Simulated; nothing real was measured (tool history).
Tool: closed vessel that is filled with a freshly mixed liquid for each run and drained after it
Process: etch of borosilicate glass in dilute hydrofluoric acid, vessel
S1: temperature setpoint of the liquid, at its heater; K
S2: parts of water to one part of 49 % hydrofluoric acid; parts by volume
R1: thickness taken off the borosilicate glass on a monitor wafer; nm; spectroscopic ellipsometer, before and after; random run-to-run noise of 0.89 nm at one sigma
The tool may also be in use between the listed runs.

Run 1, day 0: S1 295.15 K, S2 60 parts by volume, time in the liquid (s) 90. Result: R1 65.032 nm.
Run 2, day 0.342: S1 295.15 K, S2 60 parts by volume, time in the liquid (s) 90. Result: R1 66.167 nm.
Run 3, day 0.471: S1 295.15 K, S2 60 parts by volume, time in the liquid (s) 90. Result: R1 64.568 nm.
Run 4, day 0.625: S1 295.15 K, S2 45 parts by volume, time in the liquid (s) 90. Result: R1 89.011 nm.
Run 5, day 0.85: S1 295.65 K, S2 45 parts by volume, time in the liquid (s) 90. Result: R1 90.896 nm.
Run 6, day 0.942: S1 295.65 K, S2 35 parts by volume, time in the liquid (s) 90. Result: R1 118.36 nm.
Run 7, day 1.058: S1 295.15 K, S2 35 parts by volume, time in the liquid (s) 90. Result: R1 116.23 nm.

The next listed run, before its measurement:
Run 8, day 1.338: S1 294.65 K, S2 35 parts by volume, time in the liquid (s) 90. Result: R1 ?.

{"run 8": {"R1": 113.27}}
